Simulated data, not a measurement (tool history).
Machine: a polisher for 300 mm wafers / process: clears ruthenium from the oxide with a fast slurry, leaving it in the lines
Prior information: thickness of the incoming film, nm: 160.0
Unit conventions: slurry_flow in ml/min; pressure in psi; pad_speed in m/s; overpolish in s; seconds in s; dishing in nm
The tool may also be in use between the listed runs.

Run 1, hour 0.0: slurry_flow 215 ml/min, pressure 1.6 psi, pad_speed 1.10 m/s, slurry_solids 1.0, overpolish 16 s. Result: seconds 63.314 s, dishing 34.946 nm.
Run 2, hour 8.8: slurry_flow 215 ml/min, pressure 1.7 psi, pad_speed 1.10 m/s, slurry_solids 1.0, overpolish 17 s. Result: seconds 60.357 s, dishing 39.883 nm.
Run 3, hour 12.8: slurry_flow 215 ml/min, pressure 1.7 psi, pad_speed 0.90 m/s, slurry_solids 1.0, overpolish 17 s. Result: seconds 75.577 s, dishing 32.598 nm.
Run 4, hour 19.1: slurry_flow 215 ml/min, pressure 1.8 psi, pad_speed 0.92 m/s, slurry_solids 1.0, overpolish 18 s. Result: seconds 69.808 s, dishing 36.755 nm.
Run 5, hour 21.2: slurry_flow 215 ml/min, pressure 1.8 psi, pad_speed 0.92 m/s, slurry_solids 1.1, overpolish 18 s. Result: seconds 65.441 s, dishing 38.450 nm.
Run 6, hour 22.3: slurry_flow 215 ml/min, pressure 1.8 psi, pad_speed 0.74 m/s, slurry_solids 1.1, overpolish 18 s. Result: seconds 83.626 s, dishing 31.201 nm.
Run 7, hour 25.5: slurry_flow 215 ml/min, pressure 1.9 psi, pad_speed 0.78 m/s, slurry_solids 1.1, overpolish 19 s. Result: seconds 73.529 s, dishing 35.789 nm.
Run 8, hour 33.3: slurry_flow 215 ml/min, pressure 2.0 psi, pad_speed 0.82 m/s, slurry_solids 1.1, overpolish 20 s. Result: seconds 67.801 s, dishing 40.925 nm.

Run 9, settings as shown, results not yet in. Your forecast:
Run 9, hour 36.1: slurry_flow 215 ml/min, pressure 2.1 psi, pad_speed 0.86 m/s, slurry_solids 1.1, overpolish 21 s. Result: seconds ?, dishing ?.

Run 9 measured seconds 62.936 s, dishing 46.902 nm.
